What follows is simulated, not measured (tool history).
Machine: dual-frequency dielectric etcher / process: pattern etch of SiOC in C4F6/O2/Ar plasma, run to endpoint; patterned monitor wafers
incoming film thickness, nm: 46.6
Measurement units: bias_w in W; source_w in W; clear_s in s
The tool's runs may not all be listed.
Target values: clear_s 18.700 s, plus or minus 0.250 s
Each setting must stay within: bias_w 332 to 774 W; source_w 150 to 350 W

run 1 hour=0.0 | bias_w=553 source_w=250 | clear_s=16.770
run 2 hour=8.7 | bias_w=535 source_w=250 | clear_s=16.908
run 3 hour=17.1 | bias_w=517 source_w=250 | clear_s=17.037
run 4 hour=17.9 | bias_w=517 source_w=280 | clear_s=16.302
run 5 hour=22.1 | bias_w=439 source_w=280 | clear_s=17.012
run 6 hour=29.6 | bias_w=426 source_w=280 | clear_s=17.076
run 7 hour=37.7 | bias_w=415 source_w=280 | clear_s=17.192
run 8 hour=46.4 | bias_w=405 source_w=280 | clear_s=17.277
run 9 hour=54.5 | bias_w=396 source_w=280 | clear_s=17.386
run 10 hour=62.6 | bias_w=388 source_w=280 | clear_s=17.480
run 11 hour=65.6 | bias_w=381 source_w=280 | clear_s=17.522
run 12 hour=68.7 | bias_w=375 source_w=280 | clear_s=17.459
run 13 hour=69.8 | bias_w=369 source_w=280 | clear_s=17.676
run 14 hour=74.9 | bias_w=364 source_w=280 | clear_s=17.730
run 15 hour=82.5 | bias_w=360 source_w=280 | clear_s=17.775
run 16 hour=86.8 | bias_w=356 source_w=280 | clear_s=17.811

Which single option among these 4 for the next run brings every result within its allowed miss of target? Just one does.
run A hour=91.1 | bias_w=332 source_w=230 | clear_s=?
run B hour=91.1 | bias_w=352 source_w=220 | clear_s=?
run C hour=91.1 | bias_w=397 source_w=260 | clear_s=?
run D hour=91.1 | bias_w=348 source_w=250 | clear_s=?

move=A clear_s=19.370
move=B clear_s=19.445
move=C clear_s=17.882
move=D clear_s=18.634
A: the result that was furthest off in the last run now lies on the other side of its target
B: the result that was furthest off in the last run now lies on the other side of its target
C: closer than the last run, but not yet in spec
D: hits every target within its allowed miss
Answer: D
